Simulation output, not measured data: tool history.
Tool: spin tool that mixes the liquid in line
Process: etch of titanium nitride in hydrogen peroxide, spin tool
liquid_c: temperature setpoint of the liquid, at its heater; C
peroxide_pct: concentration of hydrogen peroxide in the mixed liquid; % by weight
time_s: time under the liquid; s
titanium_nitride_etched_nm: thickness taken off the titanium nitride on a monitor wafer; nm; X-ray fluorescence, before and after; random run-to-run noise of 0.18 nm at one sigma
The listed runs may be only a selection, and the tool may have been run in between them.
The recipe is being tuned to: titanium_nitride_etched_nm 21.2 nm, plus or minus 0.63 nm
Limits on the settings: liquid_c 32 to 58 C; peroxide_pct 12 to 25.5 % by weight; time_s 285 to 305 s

run	hour	liquid_c	peroxide_pct	time_s	titanium_nitride_etched_nm
1	0	42	17.5	285	8.2456
2	5.1	39	17.5	285	6.6004
3	9.1	35.5	17.5	285	4.9399
4	13.1	40.5	17.5	285	7.3614
5	20.7	44.5	17.5	285	9.9418
6	21.5	44.5	17.5	285	9.9971
7	27	47.5	17.5	285	12.486
8	29.7	49.5	17.5	285	14.41
9	36.4	51	17.5	285	15.998
10	37.7	52	17.5	285	17.218
11	39.7	52	17.5	285	17.562
12	48.4	52.5	17.5	285	18.042
13	57.3	53	17.5	285	18.514
14	62.3	53.5	17.5	285	19.595
15	66.7	54	17.5	285	19.76

Exactly one of the 4 candidate moves below puts every result within its allowed miss. Which one?
A	71.1	53	17.5	305	?
B	71.1	54.5	19.5	285	?
C	71.1	53.5	18.5	285	?
D	71.1	53.5	19	295	?

move	titanium_nitride_etched_nm
A	19.764
B	21.01
C	19.361
D	20.155
A: as far off as the last run
B: all results in spec
C: misses by more than the last run did
D: better than the last run, though not everything is in spec
B meets every target.
